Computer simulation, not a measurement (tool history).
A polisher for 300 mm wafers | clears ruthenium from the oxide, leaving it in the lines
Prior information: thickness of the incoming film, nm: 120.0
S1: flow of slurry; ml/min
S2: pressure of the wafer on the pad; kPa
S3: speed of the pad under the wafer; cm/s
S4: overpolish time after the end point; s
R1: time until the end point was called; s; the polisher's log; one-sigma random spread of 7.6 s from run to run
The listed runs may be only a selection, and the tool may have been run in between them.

run,hour,S1,S2,S3,S4,R1
1,0,215,11.7,76,7,176.68
2,6,215,11.7,70,7,185.97
3,9.9,215,11,66,7,205.17
4,12.2,215,10.3,62,7,232.71
5,19.4,245,10.3,62,7,230.15
6,26.6,245,9.7,60,7,253.2

The next listed run, before its measurement:
7,34.8,245,9,58,7,?

R1: 271.64 s

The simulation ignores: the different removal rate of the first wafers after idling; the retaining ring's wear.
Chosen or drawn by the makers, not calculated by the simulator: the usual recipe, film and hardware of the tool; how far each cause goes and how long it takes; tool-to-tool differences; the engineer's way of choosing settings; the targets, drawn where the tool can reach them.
